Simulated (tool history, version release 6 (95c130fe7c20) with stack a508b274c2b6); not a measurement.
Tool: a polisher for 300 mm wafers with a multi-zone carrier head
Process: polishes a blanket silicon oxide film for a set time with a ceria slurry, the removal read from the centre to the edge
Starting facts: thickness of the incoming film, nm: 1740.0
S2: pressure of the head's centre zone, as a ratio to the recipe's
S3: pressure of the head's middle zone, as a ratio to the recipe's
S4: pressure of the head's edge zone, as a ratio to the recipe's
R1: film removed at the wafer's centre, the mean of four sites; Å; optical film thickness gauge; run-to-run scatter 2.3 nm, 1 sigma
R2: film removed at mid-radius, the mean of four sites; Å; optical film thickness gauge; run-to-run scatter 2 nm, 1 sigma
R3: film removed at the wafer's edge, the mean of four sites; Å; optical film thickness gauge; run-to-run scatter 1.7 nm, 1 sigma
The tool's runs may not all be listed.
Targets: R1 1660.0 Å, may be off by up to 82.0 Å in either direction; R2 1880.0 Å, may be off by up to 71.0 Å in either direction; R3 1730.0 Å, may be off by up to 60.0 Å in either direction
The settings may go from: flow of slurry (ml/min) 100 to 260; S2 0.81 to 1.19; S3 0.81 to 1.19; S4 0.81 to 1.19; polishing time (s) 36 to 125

{"run": 1, "hour": 0.0, "flow of slurry (ml/min)": 165, "S2": 1.0, "S3": 1.0, "S4": 1.0, "polishing time (s)": 80, "R1": 3109.6, "R2": 3110.7, "R3": 3169.6}
{"run": 2, "hour": 6.3, "flow of slurry (ml/min)": 165, "S2": 1.0, "S3": 1.0, "S4": 0.92, "polishing time (s)": 80, "R1": 3193.2, "R2": 3092.8, "R3": 3014.6}
{"run": 3, "hour": 11.8, "flow of slurry (ml/min)": 165, "S2": 1.0, "S3": 1.0, "S4": 0.89, "polishing time (s)": 80, "R1": 3120.4, "R2": 3083.6, "R3": 2990.6}
{"run": 4, "hour": 14.2, "flow of slurry (ml/min)": 160, "S2": 0.98, "S3": 1.01, "S4": 0.88, "polishing time (s)": 71, "R1": 2673.9, "R2": 2764.5, "R3": 2613.8}
{"run": 5, "hour": 20.4, "flow of slurry (ml/min)": 160, "S2": 0.98, "S3": 1.04, "S4": 0.88, "polishing time (s)": 71, "R1": 2694.6, "R2": 2805.5, "R3": 2624.3}
{"run": 6, "hour": 28.6, "flow of slurry (ml/min)": 155, "S2": 0.97, "S3": 1.04, "S4": 0.87, "polishing time (s)": 65, "R1": 2418.9, "R2": 2548.3, "R3": 2379.4}
{"run": 7, "hour": 37.0, "flow of slurry (ml/min)": 135, "S2": 0.89, "S3": 1.04, "S4": 0.82, "polishing time (s)": 43, "R1": 1434.8, "R2": 1665.4, "R3": 1467.6}
{"run": 8, "hour": 43.7, "flow of slurry (ml/min)": 150, "S2": 0.89, "S3": 1.04, "S4": 0.84, "polishing time (s)": 43, "R1": 1454.4, "R2": 1680.2, "R3": 1540.0}
{"run": 9, "hour": 52.0, "flow of slurry (ml/min)": 160, "S2": 0.9, "S3": 1.05, "S4": 0.84, "polishing time (s)": 43, "R1": 1472.5, "R2": 1754.6, "R3": 1557.1}
{"run": 10, "hour": 53.9, "flow of slurry (ml/min)": 170, "S2": 0.91, "S3": 1.04, "S4": 0.85, "polishing time (s)": 43, "R1": 1522.7, "R2": 1745.0, "R3": 1571.3}
{"run": 11, "hour": 62.0, "flow of slurry (ml/min)": 175, "S2": 0.92, "S3": 1.05, "S4": 0.87, "polishing time (s)": 43, "R1": 1540.6, "R2": 1756.4, "R3": 1591.7}
{"run": 12, "hour": 66.6, "flow of slurry (ml/min)": 180, "S2": 0.93, "S3": 1.06, "S4": 0.89, "polishing time (s)": 43, "R1": 1565.6, "R2": 1789.9, "R3": 1614.6}
{"run": 13, "hour": 68.5, "flow of slurry (ml/min)": 185, "S2": 0.93, "S3": 1.06, "S4": 0.9, "polishing time (s)": 43, "R1": 1586.9, "R2": 1763.1, "R3": 1623.0}

Which of these 5 next moves meets every target?
{"run": "A", "hour": 70.4, "flow of slurry (ml/min)": 140, "S2": 0.99, "S3": 0.96, "S4": 0.97, "polishing time (s)": 46, "R1": "?", "R2": "?", "R3": "?"}
{"run": "B", "hour": 70.4, "flow of slurry (ml/min)": 175, "S2": 0.9, "S3": 1.06, "S4": 0.91, "polishing time (s)": 41, "R1": "?", "R2": "?", "R3": "?"}
{"run": "C", "hour": 70.4, "flow of slurry (ml/min)": 135, "S2": 0.95, "S3": 0.97, "S4": 0.88, "polishing time (s)": 42, "R1": "?", "R2": "?", "R3": "?"}
{"run": "D", "hour": 70.4, "flow of slurry (ml/min)": 200, "S2": 0.96, "S3": 1.11, "S4": 1.01, "polishing time (s)": 43, "R1": "?", "R2": "?", "R3": "?"}
{"run": "E", "hour": 70.4, "flow of slurry (ml/min)": 180, "S2": 0.9, "S3": 1.12, "S4": 0.87, "polishing time (s)": 42, "R1": "?", "R2": "?", "R3": "?"}

move=A R1=1656.9 R2=1651.9 R3=1727.2
move=B R1=1413.1 R2=1676.6 R3=1543.9
move=C R1=1437.3 R2=1508.8 R3=1500.7
move=D R1=1621.8 R2=1869.1 R3=1724.5
move=E R1=1456.2 R2=1809.3 R3=1555.2
A: the furthest-off result lands on target, but another misses its tolerance
B: further off than the last run
C: further off than the last run
D: each result inside its tolerance
E: further off than the last run
Go with D: it meets all targets.
